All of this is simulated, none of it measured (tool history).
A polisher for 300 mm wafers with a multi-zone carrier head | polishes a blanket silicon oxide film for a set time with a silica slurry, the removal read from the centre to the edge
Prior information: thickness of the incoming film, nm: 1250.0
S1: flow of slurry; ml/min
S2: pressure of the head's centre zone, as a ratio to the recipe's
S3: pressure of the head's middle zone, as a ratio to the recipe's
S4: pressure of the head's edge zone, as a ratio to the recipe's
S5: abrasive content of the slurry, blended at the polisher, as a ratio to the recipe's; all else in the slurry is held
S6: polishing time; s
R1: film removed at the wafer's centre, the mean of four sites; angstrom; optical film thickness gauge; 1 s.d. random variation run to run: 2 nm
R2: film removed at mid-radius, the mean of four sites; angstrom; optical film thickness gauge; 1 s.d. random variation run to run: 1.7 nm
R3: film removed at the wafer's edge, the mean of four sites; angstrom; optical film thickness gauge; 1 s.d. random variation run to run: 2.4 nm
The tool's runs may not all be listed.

| run | hour | S1 | S2 | S3 | S4 | S5 | S6 | R1 | R2 | R3 |
|---|---|---|---|---|---|---|---|---|---|---|
| 1 | 0.0 | 215 | 1.00 | 1.00 | 1.00 | 1.00 | 68 | 1838.5 | 1856.1 | 1859.7 |
| 2 | 7.7 | 215 | 1.00 | 1.08 | 1.00 | 1.00 | 68 | 1850.4 | 1962.9 | 1854.6 |
| 3 | 8.7 | 215 | 1.00 | 1.00 | 1.00 | 1.00 | 68 | 1804.9 | 1874.5 | 1845.3 |
| 4 | 12.3 | 215 | 1.00 | 0.94 | 1.00 | 1.00 | 68 | 1834.1 | 1752.9 | 1882.6 |
| 5 | 14.1 | 220 | 0.97 | 0.96 | 1.04 | 1.10 | 69 | 1906.2 | 1903.4 | 2007.7 |
| 6 | 17.8 | 220 | 0.97 | 0.96 | 1.04 | 1.30 | 69 | 2091.5 | 2090.6 | 2227.1 |
| 7 | 23.4 | 225 | 0.93 | 0.98 | 1.07 | 1.35 | 70 | 2064.2 | 2237.0 | 2322.4 |
| 8 | 29.6 | 230 | 0.91 | 0.98 | 1.10 | 1.40 | 71 | 2102.9 | 2292.9 | 2445.1 |
| 9 | 33.7 | 240 | 0.89 | 1.00 | 1.12 | 1.40 | 71 | 2101.8 | 2359.6 | 2450.6 |
| 10 | 42.3 | 240 | 0.87 | 1.00 | 1.13 | 1.40 | 72 | 2056.0 | 2372.9 | 2521.9 |
| 11 | 43.4 | 250 | 0.86 | 1.01 | 1.14 | 1.40 | 72 | 2044.8 | 2428.8 | 2522.5 |
| 12 | 50.4 | 255 | 0.85 | 1.01 | 1.15 | 1.40 | 72 | 2009.4 | 2426.1 | 2542.5 |
| 13 | 56.9 | 255 | 0.85 | 1.01 | 1.15 | 1.40 | 72 | 2015.8 | 2409.2 | 2532.8 |
| 14 | 58.1 | 255 | 0.85 | 1.02 | 1.16 | 1.40 | 72 | 2000.7 | 2439.6 | 2544.2 |
| 15 | 64.8 | 260 | 0.85 | 1.02 | 1.17 | 1.40 | 72 | 2035.8 | 2451.8 | 2607.3 |
| 16 | 71.9 | 270 | 0.85 | 1.03 | 1.17 | 1.40 | 72 | 2057.1 | 2523.2 | 2544.9 |

Run 17 comes next. What will it give?
| 17 | 78.9 | 265 | 0.85 | 1.03 | 1.17 | 1.40 | 72 | ? | ? | ? |

{"run 17": {"R1": 2047.3, "R2": 2485.4, "R3": 2587.8}}
